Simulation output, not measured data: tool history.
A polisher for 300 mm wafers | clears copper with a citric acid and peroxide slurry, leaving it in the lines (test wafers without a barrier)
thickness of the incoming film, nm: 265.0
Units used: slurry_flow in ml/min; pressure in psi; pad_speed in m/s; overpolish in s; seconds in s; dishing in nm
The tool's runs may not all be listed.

| run | hour | slurry_flow | pressure | pad_speed | slurry_solids | overpolish | seconds | dishing |
|---|---|---|---|---|---|---|---|---|
| 1 | 0.0 | 165 | 2.3 | 1.42 | 1.00 | 12 | 90.125 | 11.7420 |
| 2 | 5.3 | 165 | 2.3 | 1.42 | 1.15 | 12 | 87.488 | 11.8520 |
| 3 | 13.2 | 165 | 2.1 | 1.42 | 1.15 | 12 | 95.522 | 11.5070 |
| 4 | 21.4 | 165 | 2.1 | 1.64 | 1.15 | 12 | 85.646 | 11.9630 |
| 5 | 24.8 | 200 | 2.1 | 1.64 | 1.15 | 12 | 82.765 | 12.4100 |
| 6 | 33.1 | 160 | 2.1 | 1.64 | 1.15 | 12 | 85.580 | 12.2280 |
| 7 | 41.8 | 160 | 1.8 | 1.58 | 1.15 | 10 | 102.580 | 10.3010 |
| 8 | 42.6 | 160 | 1.6 | 1.58 | 1.15 | 9 | 114.010 | 9.2233 |
| 9 | 48.1 | 155 | 1.4 | 1.58 | 1.15 | 9 | 129.440 | 8.7778 |

The next listed run, before its measurement:
| 10 | 52.2 | 150 | 1.3 | 1.58 | 1.15 | 9 | ? | ? |

seconds: 136.060 s
dishing: 8.4508 nm

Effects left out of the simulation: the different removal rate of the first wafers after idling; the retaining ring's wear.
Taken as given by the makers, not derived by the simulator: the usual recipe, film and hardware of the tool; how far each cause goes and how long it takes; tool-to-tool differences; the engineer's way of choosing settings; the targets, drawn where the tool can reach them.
